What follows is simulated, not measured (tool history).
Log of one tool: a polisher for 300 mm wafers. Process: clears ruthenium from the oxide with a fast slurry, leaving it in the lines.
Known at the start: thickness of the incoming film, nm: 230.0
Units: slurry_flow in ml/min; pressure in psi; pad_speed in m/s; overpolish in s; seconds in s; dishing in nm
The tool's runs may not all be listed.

run  hour  slurry_flow  pressure  pad_speed  slurry_solids  overpolish  seconds  dishing
  1     0          195       3.1       0.78              1          21   69.173   56.235
  2   2.1          195       3.1       0.58              1          21   82.967   49.335
  3   7.5          150       3.1       0.58              1          21   87.073    44.56
  4    15          140       3.5        0.6              1          18   77.201   44.444
  5  17.2          135       3.8       0.62              1          15   70.432   41.621
  6  24.1          175       3.8       0.62              1          15   66.644   45.019
     30.8  -- slurry nozzle cleaned
  7  30.8          160         4       0.64              1          13   59.685   42.461
  8  36.6          175       4.1       0.64              1          11   57.116   39.943
  9  42.5          175       4.1       0.64              1          11   56.572    37.91
 10  43.9          200       4.6       0.64              1           7   50.714   29.566

The next listed run, before its measurement:
 11  49.7          195       4.6       0.64              1           8        ?        ?

seconds: 50.28 s
dishing: 32.503 nm
